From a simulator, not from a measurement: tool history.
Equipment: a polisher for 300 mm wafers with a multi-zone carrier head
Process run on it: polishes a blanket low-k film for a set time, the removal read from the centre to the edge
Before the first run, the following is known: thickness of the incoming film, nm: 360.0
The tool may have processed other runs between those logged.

run,day,flow of slurry (ml/min),pressure of the head's centre zone,pressure of the head's middle zone,pressure of the head's edge zone,abrasive content of the slurry,polishing time (s),film removed at the wafer's centre (nm),film removed at mid-radius (nm),film removed at the wafer's edge (nm)
1,0.000,285,1.00,1.00,1.00,1.00,86,25.560,25.393,25.115
2,0.133,285,0.99,0.98,0.99,0.85,85,23.513,23.461,23.190
3,0.388,285,0.99,0.93,0.99,0.85,85,23.759,22.106,23.982
4,0.533,285,0.99,0.93,0.99,0.85,93,25.974,24.453,25.976
5,0.596,285,0.98,0.93,0.98,0.75,89,23.467,22.565,23.839
6,0.858,285,0.98,0.93,0.98,0.75,97,25.665,24.661,26.123
7,0.946,285,0.98,0.93,0.97,0.70,92,23.654,22.412,24.337
8,1.283,285,0.98,0.99,0.87,0.50,73,17.139,17.026,16.896
9,1.554,285,0.98,0.98,0.88,0.50,73,17.224,17.135,16.979
10,1.900,285,0.98,0.97,0.89,0.50,73,17.054,16.817,17.104
11,2.262,285,0.98,0.96,0.90,0.50,73,17.348,16.666,16.680
12,2.604,260,0.91,0.91,0.98,0.70,74,17.283,17.727,19.122

The next listed run, before its measurement:
13,2.675,260,0.93,0.92,0.97,0.70,74,?,?,?

{"run 13": {"film removed at the wafer's centre (nm)": 18.331, "film removed at mid-radius (nm)": 17.928, "film removed at the wafer's edge (nm)": 19.273}}
